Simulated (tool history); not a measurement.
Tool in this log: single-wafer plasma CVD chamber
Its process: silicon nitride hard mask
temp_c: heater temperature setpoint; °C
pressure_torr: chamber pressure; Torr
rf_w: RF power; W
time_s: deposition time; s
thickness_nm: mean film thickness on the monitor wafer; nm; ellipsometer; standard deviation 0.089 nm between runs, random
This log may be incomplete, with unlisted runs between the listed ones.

Run 1, hour 0: temp_c 410 °C, pressure_torr 1.86 Torr, rf_w 270 W, time_s 22.8 s. Result: thickness_nm 24.583 nm.
Run 2, hour 2.9: temp_c 410 °C, pressure_torr 1.86 Torr, rf_w 270 W, time_s 21.8 s. Result: thickness_nm 23.526 nm.
Run 3, hour 5.7: temp_c 410 °C, pressure_torr 1.96 Torr, rf_w 280 W, time_s 21.8 s. Result: thickness_nm 24.46 nm.
Run 4, hour 13.8: temp_c 410 °C, pressure_torr 1.96 Torr, rf_w 250 W, time_s 21.8 s. Result: thickness_nm 22.658 nm.
Run 5, hour 21.8: temp_c 410 °C, pressure_torr 1.96 Torr, rf_w 250 W, time_s 21.8 s. Result: thickness_nm 22.623 nm.
At hour 24.5: thermocouple changed; heater temperature recalibrated.
Run 6, hour 24.5: temp_c 410 °C, pressure_torr 2.05 Torr, rf_w 265 W, time_s 21.8 s. Result: thickness_nm 23.936 nm.
Run 7, hour 31.5: temp_c 410 °C, pressure_torr 2.13 Torr, rf_w 275 W, time_s 21.8 s. Result: thickness_nm 24.858 nm.
Run 8, hour 32.4: temp_c 410 °C, pressure_torr 2.2 Torr, rf_w 285 W, time_s 21.8 s. Result: thickness_nm 25.725 nm.

For run 9, what comes out?
Run 9, hour 37: temp_c 410 °C, pressure_torr 2.26 Torr, rf_w 290 W, time_s 21.8 s. Result: thickness_nm ?.

thickness_nm: 26.192 nm
